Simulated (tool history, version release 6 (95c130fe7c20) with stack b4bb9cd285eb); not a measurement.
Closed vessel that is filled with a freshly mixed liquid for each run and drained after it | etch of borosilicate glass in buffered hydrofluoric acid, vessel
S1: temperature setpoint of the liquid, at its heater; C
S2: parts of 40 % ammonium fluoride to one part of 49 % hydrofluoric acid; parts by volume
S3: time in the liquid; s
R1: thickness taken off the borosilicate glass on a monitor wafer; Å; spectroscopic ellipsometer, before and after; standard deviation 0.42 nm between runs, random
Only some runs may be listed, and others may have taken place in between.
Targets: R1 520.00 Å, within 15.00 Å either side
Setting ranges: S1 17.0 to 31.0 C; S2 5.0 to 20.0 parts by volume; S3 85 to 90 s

run,day,S1,S2,S3,R1
1,0.000,23.0,12.0,85,915.17
2,0.192,23.0,15.5,85,708.87
3,0.542,22.5,15.5,85,692.51
4,0.738,22.5,15.5,85,692.21
5,1.100,22.0,15.5,85,667.55
6,1.296,21.5,15.5,85,657.60
7,1.367,21.0,15.5,85,637.00
8,1.725,20.5,15.5,85,614.27
9,1.883,20.0,15.5,85,598.09
10,2.129,19.5,15.5,85,589.04
11,2.304,19.5,15.5,85,585.32
12,2.442,18.5,15.5,85,552.32
13,2.767,18.0,15.5,85,545.40

Of the 5 settings listed for the next run, only one would bring every result within its allowed miss of target. Which one?
A,3.092,19.0,18.0,85,?
B,3.092,17.0,16.5,85,?
C,3.092,17.5,16.5,90,?
D,3.092,17.5,16.5,85,?
E,3.092,18.0,15.5,90,?

move,R1
A,489.53
B,477.53
C,519.95
D,491.06
E,568.89
A: moves the result that the last run missed by most past its target, out the other side
B: moves the result that the last run missed by most past its target, out the other side
C: hits every target within its allowed miss
D: moves the result that the last run missed by most past its target, out the other side
E: lands further from the targets than the last run did
Move C is the one to make.
